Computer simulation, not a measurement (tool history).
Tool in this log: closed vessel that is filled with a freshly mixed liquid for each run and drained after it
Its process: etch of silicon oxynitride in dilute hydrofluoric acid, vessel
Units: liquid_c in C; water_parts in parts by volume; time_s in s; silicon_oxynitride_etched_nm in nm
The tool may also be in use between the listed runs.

run	day	liquid_c	water_parts	time_s	silicon_oxynitride_etched_nm
1	0.000	25.0	115	150	6.8483
2	0.317	25.0	145	150	5.2524
3	0.621	22.0	145	150	4.5624
4	1.004	22.0	145	150	4.5513
5	1.367	22.0	145	150	4.5844
6	1.704	22.0	145	150	4.5340
7	1.754	25.5	135	150	5.7992
8	2.075	28.0	130	150	6.7910

For run 9, what comes out?
9	2.271	29.5	125	150	?

{"run 9": {"silicon_oxynitride_etched_nm": 7.5109}}

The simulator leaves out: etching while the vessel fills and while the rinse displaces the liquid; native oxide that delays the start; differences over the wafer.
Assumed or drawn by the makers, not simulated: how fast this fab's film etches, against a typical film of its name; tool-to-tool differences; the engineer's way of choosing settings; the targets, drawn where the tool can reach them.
